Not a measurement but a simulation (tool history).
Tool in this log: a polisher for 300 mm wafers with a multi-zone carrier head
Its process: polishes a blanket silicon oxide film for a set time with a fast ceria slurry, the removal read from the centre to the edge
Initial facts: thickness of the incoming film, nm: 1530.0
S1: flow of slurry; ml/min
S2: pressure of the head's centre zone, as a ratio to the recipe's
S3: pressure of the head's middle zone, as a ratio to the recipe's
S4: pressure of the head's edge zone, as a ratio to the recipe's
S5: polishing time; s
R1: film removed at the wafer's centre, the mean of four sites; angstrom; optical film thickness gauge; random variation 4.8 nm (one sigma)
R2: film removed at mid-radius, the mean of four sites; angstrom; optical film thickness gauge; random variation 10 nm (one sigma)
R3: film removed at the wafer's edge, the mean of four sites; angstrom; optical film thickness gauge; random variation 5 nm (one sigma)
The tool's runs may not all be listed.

{"run": 1, "hour": 0.0, "S1": 295, "S2": 1, "S3": 1, "S4": 1, "S5": 37, "R1": 6499.8, "R2": 6837.2, "R3": 6545.6}
{"run": 2, "hour": 3.1, "S1": 295, "S2": 1, "S3": 1, "S4": 1, "S5": 31, "R1": 5491, "R2": 5692.2, "R3": 5437.6}
{"run": 3, "hour": 9.7, "S1": 295, "S2": 1, "S3": 1.08, "S4": 1, "S5": 31, "R1": 5481.7, "R2": 5986.3, "R3": 5488.9}
{"run": 4, "hour": 11.1, "S1": 295, "S2": 1, "S3": 1.08, "S4": 0.96, "S5": 31, "R1": 5505.4, "R2": 6120.5, "R3": 5384.3}
{"run": 5, "hour": 17.6, "S1": 225, "S2": 1, "S3": 1.08, "S4": 0.96, "S5": 31, "R1": 5286.2, "R2": 5733.4, "R3": 5266.9}
{"run": 6, "hour": 22.0, "S1": 245, "S2": 1.01, "S3": 1.1, "S4": 1.02, "S5": 34, "R1": 5953.8, "R2": 6630.3, "R3": 5954.8}
{"run": 7, "hour": 24.2, "S1": 255, "S2": 1.01, "S3": 1.08, "S4": 1.07, "S5": 36, "R1": 6301.4, "R2": 6849, "R3": 6511.9}

The next listed run, before its measurement:
{"run": 8, "hour": 30.5, "S1": 275, "S2": 1.01, "S3": 1.09, "S4": 1.11, "S5": 37, "R1": "?", "R2": "?", "R3": "?"}

{"run 8": {"R1": 6608.5, "R2": 7088, "R3": 6762.7}}

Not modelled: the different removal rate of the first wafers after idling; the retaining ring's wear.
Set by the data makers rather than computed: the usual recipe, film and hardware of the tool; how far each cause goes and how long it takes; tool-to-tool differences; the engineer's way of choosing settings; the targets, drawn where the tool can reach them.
